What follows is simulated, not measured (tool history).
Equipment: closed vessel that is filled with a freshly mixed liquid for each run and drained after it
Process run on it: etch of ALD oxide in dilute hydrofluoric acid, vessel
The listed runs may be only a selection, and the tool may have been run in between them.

run	hour	temperature setpoint of the liquid (K)	parts of water to one part of 49 % hydrofluoric acid (parts by volume)	time in the liquid (s)	thickness taken off the ALD oxide on a monitor wafer (angstrom)
1	0	299.15	140	380	248.38
2	4.2	301.15	140	380	265
3	7.2	300.15	140	380	259.13
4	11.7	299.15	140	380	247.79
5	18.4	298.65	140	380	242.66
6	20.8	298.65	140	295	185.66
7	30.3	299.15	140	295	191.24
8	32.5	299.65	140	295	193.99

Run 9 comes next. What will it give?
9	38.8	300.15	140	295	?

Run 9 came out at thickness taken off the ALD oxide on a monitor wafer (angstrom) 198.04.
